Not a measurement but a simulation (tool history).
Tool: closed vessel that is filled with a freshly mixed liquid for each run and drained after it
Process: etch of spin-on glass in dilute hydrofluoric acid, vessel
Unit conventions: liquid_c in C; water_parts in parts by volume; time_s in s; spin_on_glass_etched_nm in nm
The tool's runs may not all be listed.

run  hour  liquid_c  water_parts  time_s  spin_on_glass_etched_nm
  1     0        22          175     410                   71.342
  2     3        22          175     440                     77.1
  3   6.3      21.5          180     440                   73.106
  4  10.5      21.5          180     440                   72.851
  5  12.2        21          185     440                   69.298
  6  20.4        18          185     440                   61.381
  7  23.4        18          190     440                   60.025
  8  29.7        18          190     440                   60.098
  9  35.2        18          195     440                   57.207

Forecast run 10:
 10  42.9      17.5          205     440                        ?

Run 10 came out at spin_on_glass_etched_nm 53.649 nm.
